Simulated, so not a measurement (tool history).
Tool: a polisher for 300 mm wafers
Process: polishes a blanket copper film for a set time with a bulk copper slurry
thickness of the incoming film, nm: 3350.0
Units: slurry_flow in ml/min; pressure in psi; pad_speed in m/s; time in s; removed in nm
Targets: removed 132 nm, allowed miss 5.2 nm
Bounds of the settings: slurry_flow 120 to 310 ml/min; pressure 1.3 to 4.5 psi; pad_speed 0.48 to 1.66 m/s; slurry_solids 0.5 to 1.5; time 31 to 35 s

{"run": 1, "day": 0.0, "slurry_flow": 200, "pressure": 2.9, "pad_speed": 1.06, "slurry_solids": 1, "time": 35, "removed": 301.16}
{"run": 2, "day": 0.212, "slurry_flow": 200, "pressure": 2.4, "pad_speed": 0.96, "slurry_solids": 1, "time": 35, "removed": 237.38}
{"run": 3, "day": 0.275, "slurry_flow": 200, "pressure": 2, "pad_speed": 0.88, "slurry_solids": 1, "time": 35, "removed": 192.62}
{"run": 4, "day": 0.617, "slurry_flow": 200, "pressure": 2, "pad_speed": 0.88, "slurry_solids": 0.85, "time": 35, "removed": 187.7}
{"run": 5, "day": 0.804, "slurry_flow": 200, "pressure": 1.8, "pad_speed": 0.84, "slurry_solids": 0.85, "time": 35, "removed": 163.4}
{"run": 6, "day": 0.996, "slurry_flow": 200, "pressure": 1.8, "pad_speed": 0.84, "slurry_solids": 0.75, "time": 35, "removed": 159.21}
{"run": 7, "day": 1.325, "slurry_flow": 200, "pressure": 1.6, "pad_speed": 0.84, "slurry_solids": 0.75, "time": 35, "removed": 146.79}
{"day": 1.5, "done": "slurry nozzle cleaned"}
{"run": 8, "day": 1.5, "slurry_flow": 200, "pressure": 1.5, "pad_speed": 0.84, "slurry_solids": 0.75, "time": 35, "removed": 151.2}
{"run": 9, "day": 1.712, "slurry_flow": 200, "pressure": 1.4, "pad_speed": 0.82, "slurry_solids": 0.75, "time": 35, "removed": 139.9}

Which of these 4 next moves meets every target?
{"run": "A", "day": 1.925, "slurry_flow": 195, "pressure": 1.3, "pad_speed": 0.82, "slurry_solids": 0.85, "time": 34, "removed": "?"}
{"run": "B", "day": 1.925, "slurry_flow": 170, "pressure": 1.5, "pad_speed": 0.68, "slurry_solids": 0.85, "time": 33, "removed": "?"}
{"run": "C", "day": 1.925, "slurry_flow": 190, "pressure": 1.6, "pad_speed": 0.72, "slurry_solids": 0.75, "time": 31, "removed": "?"}
{"run": "D", "day": 1.925, "slurry_flow": 175, "pressure": 1.4, "pad_speed": 0.9, "slurry_solids": 0.8, "time": 35, "removed": "?"}

move=A removed=129.08
move=B removed=113.19
move=C removed=116.71
move=D removed=148.82
A: meets every target
B: takes the result that was furthest off past its target
C: takes the result that was furthest off past its target
D: further off than the last run
The right move is A.
